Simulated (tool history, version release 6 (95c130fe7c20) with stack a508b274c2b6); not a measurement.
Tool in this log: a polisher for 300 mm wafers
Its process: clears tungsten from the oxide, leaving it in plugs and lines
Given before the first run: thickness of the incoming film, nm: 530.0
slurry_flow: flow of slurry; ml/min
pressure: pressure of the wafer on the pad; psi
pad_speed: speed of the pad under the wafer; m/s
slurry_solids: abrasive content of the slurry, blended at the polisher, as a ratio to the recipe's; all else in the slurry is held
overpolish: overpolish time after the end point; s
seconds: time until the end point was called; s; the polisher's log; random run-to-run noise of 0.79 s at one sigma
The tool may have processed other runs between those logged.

run,hour,slurry_flow,pressure,pad_speed,slurry_solids,overpolish,seconds
1,0,220,4.7,1.02,1,6,100.62
2,8.1,220,4.9,1.02,1,6,95.145
3,10,220,5.1,1.02,1,6,91.003
4,18.8,220,4.3,1.02,1,6,108.52
5,23.5,220,4.3,1.02,1,6,109.05
6,30.2,220,4.6,1.02,1,6,100.51
7,39.1,220,4.8,1.02,1,6,97.176
8,43.5,220,5,1.02,1,6,93.516
9,48.5,220,5.2,1.02,1,6,89.072

Forecast run 10:
10,56.3,220,5.3,1.02,1,6,?

{"run 10": {"seconds": 88.547}}
